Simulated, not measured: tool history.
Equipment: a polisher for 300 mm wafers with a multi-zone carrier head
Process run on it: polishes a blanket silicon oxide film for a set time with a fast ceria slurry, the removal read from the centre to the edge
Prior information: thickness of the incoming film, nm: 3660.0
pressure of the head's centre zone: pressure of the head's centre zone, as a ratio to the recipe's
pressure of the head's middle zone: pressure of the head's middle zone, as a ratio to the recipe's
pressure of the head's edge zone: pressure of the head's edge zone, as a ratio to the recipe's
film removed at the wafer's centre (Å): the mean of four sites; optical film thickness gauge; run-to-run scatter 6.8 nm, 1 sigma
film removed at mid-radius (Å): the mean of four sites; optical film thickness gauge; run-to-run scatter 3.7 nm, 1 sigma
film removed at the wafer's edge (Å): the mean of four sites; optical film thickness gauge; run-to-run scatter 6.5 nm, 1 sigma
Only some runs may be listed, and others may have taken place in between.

run	hour	flow of slurry (ml/min)	pressure of the head's centre zone	pressure of the head's middle zone	pressure of the head's edge zone	polishing time (s)	film removed at the wafer's centre (Å)	film removed at mid-radius (Å)	film removed at the wafer's edge (Å)
1	0.0	255	1.00	1.00	1.00	75	6171.5	6364.0	6193.2
2	8.3	255	0.99	1.00	0.98	74	6036.0	6239.0	6176.7
3	12.1	255	0.99	1.06	0.98	74	6031.3	6519.9	6021.3
4	20.1	255	0.99	1.10	0.98	74	5900.2	6702.0	6237.5
5	25.9	255	0.99	1.09	0.96	73	6101.5	6530.5	5924.2
6	26.7	255	0.99	1.04	0.96	73	5930.8	6357.3	6012.8
7	33.2	255	0.99	1.04	0.95	72	5943.5	6221.0	5672.9

Expected results for the next run?
8	42.2	210	0.90	0.99	0.88	70	?	?	?

Run 8 produced film removed at the wafer's centre (Å) 4961.8, film removed at mid-radius (Å) 5768.9, film removed at the wafer's edge (Å) 5480.0.
